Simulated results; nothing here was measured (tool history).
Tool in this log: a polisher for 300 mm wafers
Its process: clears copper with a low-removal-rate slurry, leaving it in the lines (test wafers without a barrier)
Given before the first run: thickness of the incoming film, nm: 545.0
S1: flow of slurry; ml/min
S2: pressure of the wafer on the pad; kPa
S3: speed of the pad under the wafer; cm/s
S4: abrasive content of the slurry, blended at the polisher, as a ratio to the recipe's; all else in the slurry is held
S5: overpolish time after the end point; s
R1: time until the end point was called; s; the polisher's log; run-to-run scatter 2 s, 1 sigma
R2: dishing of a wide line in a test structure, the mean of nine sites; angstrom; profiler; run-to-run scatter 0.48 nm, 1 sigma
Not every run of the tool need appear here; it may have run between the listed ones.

| run | hour | S1 | S2 | S3 | S4 | S5 | R1 | R2 |
|---|---|---|---|---|---|---|---|---|
| 1 | 0 | 255 | 23.4 | 104 | 1 | 21 | 152.1 | 504.61 |
| 2 | 1.9 | 255 | 22.1 | 104 | 1 | 19 | 163.1 | 444.41 |
| 3 | 3.2 | 255 | 20.7 | 104 | 1 | 18 | 171.08 | 399.02 |
| 4 | 7.8 | 255 | 17.2 | 104 | 1 | 18 | 204.58 | 343.07 |
| 5 | 12.2 | 255 | 19.3 | 104 | 1 | 18 | 182.97 | 385.57 |
| 6 | 17 | 310 | 19.3 | 104 | 1 | 18 | 179.42 | 397.6 |
| 7 | 21.9 | 305 | 18.6 | 104 | 1 | 17 | 188.5 | 369.4 |
| 8 | 30.4 | 305 | 17.9 | 104 | 1 | 16 | 195.52 | 332.81 |
| 9 | 31 | 305 | 17.2 | 104 | 1 | 15 | 200.35 | 296.28 |
| 10 | 38.4 | 305 | 16.5 | 104 | 1 | 15 | 205.82 | 306.53 |

For run 11, what comes out?
| 11 | 45.5 | 305 | 15.9 | 104 | 1 | 14 | ? | ? |

Run 11 yielded R1 214.01 s, R2 257.5 angstrom.
